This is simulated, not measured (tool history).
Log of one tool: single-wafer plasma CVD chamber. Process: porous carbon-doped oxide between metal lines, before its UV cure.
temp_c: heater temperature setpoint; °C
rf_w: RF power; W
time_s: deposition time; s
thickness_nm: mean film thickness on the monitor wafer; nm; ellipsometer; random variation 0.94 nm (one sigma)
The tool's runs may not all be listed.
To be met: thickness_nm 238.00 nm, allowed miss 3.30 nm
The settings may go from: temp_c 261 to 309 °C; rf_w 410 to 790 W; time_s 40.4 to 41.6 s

run,hour,temp_c,rf_w,time_s,thickness_nm
1,0.0,285,600,40.4,270.47
2,1.1,287,600,40.4,267.39
3,2.8,289,600,40.4,264.61
4,4.3,289,665,40.4,277.70
5,8.6,291,660,40.4,273.55
6,12.1,291,660,41.6,281.09
7,19.6,293,655,41.6,280.20
8,28.5,295,640,41.6,271.87
9,33.9,307,585,41.5,245.76

4 next moves are on the table. One of them brings every result within its allowed miss. Which?
A,39.3,304,535,40.5,?
B,39.3,305,550,41.1,?
C,39.3,309,545,40.7,?
D,39.3,304,585,41.6,?

move,thickness_nm
A,234.05
B,239.21
C,231.41
D,250.14
A: takes the result that was furthest off past its target
B: meets every target
C: takes the result that was furthest off past its target
D: further off than the last run
The right move is B.

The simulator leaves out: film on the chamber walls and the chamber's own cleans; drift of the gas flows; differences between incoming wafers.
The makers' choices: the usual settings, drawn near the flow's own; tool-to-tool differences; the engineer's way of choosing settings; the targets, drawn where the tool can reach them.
